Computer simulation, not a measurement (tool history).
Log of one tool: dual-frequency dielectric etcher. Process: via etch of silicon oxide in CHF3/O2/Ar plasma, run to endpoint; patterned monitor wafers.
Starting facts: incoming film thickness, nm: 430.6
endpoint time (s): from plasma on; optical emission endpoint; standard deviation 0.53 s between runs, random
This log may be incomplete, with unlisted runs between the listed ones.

| run | hour | source power (kW) | bias power (kW) | endpoint time (s) |
|---|---|---|---|---|
| 1 | 0.0 | 0.860 | 0.194 | 196.91 |
| 2 | 2.7 | 0.860 | 0.169 | 207.24 |
| 3 | 7.0 | 0.860 | 0.191 | 198.75 |
| 4 | 15.0 | 0.890 | 0.191 | 193.19 |
| 5 | 16.9 | 0.820 | 0.191 | 203.69 |
| 6 | 25.0 | 0.820 | 0.164 | 215.47 |
| 7 | 32.0 | 0.860 | 0.164 | 209.81 |
| 8 | 39.8 | 0.890 | 0.164 | 205.34 |

What does the tool deliver on the next run?
| 9 | 48.3 | 0.920 | 0.164 | ? |

endpoint time (s): 200.93

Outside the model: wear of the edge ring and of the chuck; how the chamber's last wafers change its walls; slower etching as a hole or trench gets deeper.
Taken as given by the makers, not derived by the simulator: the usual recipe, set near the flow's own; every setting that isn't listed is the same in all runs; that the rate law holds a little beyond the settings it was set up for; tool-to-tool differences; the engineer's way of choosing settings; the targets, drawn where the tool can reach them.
